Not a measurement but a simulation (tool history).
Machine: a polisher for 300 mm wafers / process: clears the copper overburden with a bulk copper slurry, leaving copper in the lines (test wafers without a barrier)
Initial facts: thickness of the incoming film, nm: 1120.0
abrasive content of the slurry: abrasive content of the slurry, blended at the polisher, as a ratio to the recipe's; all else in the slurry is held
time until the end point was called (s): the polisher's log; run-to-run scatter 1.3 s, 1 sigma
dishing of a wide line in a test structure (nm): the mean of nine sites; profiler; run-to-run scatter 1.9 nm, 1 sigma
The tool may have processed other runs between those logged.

run,hour,flow of slurry (ml/min),pressure of the wafer on the pad (kPa),speed of the pad under the wafer (m/s),abrasive content of the slurry,overpolish time after the end point (s),time until the end point was called (s),dishing of a wide line in a test structure (nm)
1,0,160,21.4,1,1,22,104.8,124.86
2,6,160,21.4,1,1,28,106.4,140.16
3,13.2,160,21.4,1,1,20,106.6,117
4,17.9,160,21.4,1.24,1,20,92.405,126.29
5,24.9,160,21.4,1.24,1,15,92.379,106.21
6,31.1,160,22.1,1.26,1,14,88.728,106.98
7,35.8,160,22.8,1.26,1,13,88.757,104.78
8,38.1,165,26.9,1.3,1,7,72.298,76.762
9,40.1,165,26.2,1.32,1,8,72.145,83.116
10,41.8,165,25.5,1.34,1,9,74.247,88.496

Expected results for the next run?
11,45.3,165,25.5,1.36,1,9,?,?

time until the end point was called (s): 73.743
dishing of a wide line in a test structure (nm): 88.309

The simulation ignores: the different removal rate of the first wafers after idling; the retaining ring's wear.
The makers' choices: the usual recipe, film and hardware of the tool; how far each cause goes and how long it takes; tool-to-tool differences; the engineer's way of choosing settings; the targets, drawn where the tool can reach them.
